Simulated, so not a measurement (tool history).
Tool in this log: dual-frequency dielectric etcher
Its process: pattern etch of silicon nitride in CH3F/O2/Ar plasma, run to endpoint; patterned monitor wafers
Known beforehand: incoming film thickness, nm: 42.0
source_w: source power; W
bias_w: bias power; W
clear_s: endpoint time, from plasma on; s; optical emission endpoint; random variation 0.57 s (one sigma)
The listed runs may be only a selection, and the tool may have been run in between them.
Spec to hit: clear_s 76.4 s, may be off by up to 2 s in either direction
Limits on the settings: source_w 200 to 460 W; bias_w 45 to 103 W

{"run": 1, "hour": 0.0, "source_w": 330, "bias_w": 74, "clear_s": 63.686}
{"run": 2, "hour": 3.9, "source_w": 330, "bias_w": 69, "clear_s": 65.234}
{"run": 3, "hour": 11.5, "source_w": 330, "bias_w": 81, "clear_s": 62.391}
{"run": 4, "hour": 19.1, "source_w": 280, "bias_w": 81, "clear_s": 66.332}
{"run": 5, "hour": 20.4, "source_w": 320, "bias_w": 81, "clear_s": 63.305}
{"hour": 23.1, "done": "wet clean of the chamber"}
{"run": 6, "hour": 23.1, "source_w": 290, "bias_w": 77, "clear_s": 70.631}
{"run": 7, "hour": 24.4, "source_w": 280, "bias_w": 77, "clear_s": 72.164}
{"run": 8, "hour": 28.0, "source_w": 280, "bias_w": 77, "clear_s": 71.837}
{"run": 9, "hour": 36.2, "source_w": 230, "bias_w": 73, "clear_s": 78.968}

5 next moves are on the table. One of them brings every result within its allowed miss. Which?
{"run": "A", "hour": 44.4, "source_w": 260, "bias_w": 57, "clear_s": "?"}
{"run": "B", "hour": 44.4, "source_w": 210, "bias_w": 67, "clear_s": "?"}
{"run": "C", "hour": 44.4, "source_w": 250, "bias_w": 70, "clear_s": "?"}
{"run": "D", "hour": 44.4, "source_w": 220, "bias_w": 67, "clear_s": "?"}
{"run": "E", "hour": 44.4, "source_w": 260, "bias_w": 51, "clear_s": "?"}

move=A clear_s=79.545
move=B clear_s=83.483
move=C clear_s=76.338
move=D clear_s=81.777
move=E clear_s=81.939
A: the biggest miss grows against the last run
B: the biggest miss grows against the last run
C: in spec on every target
D: the biggest miss grows against the last run
E: the biggest miss grows against the last run
C meets every target.
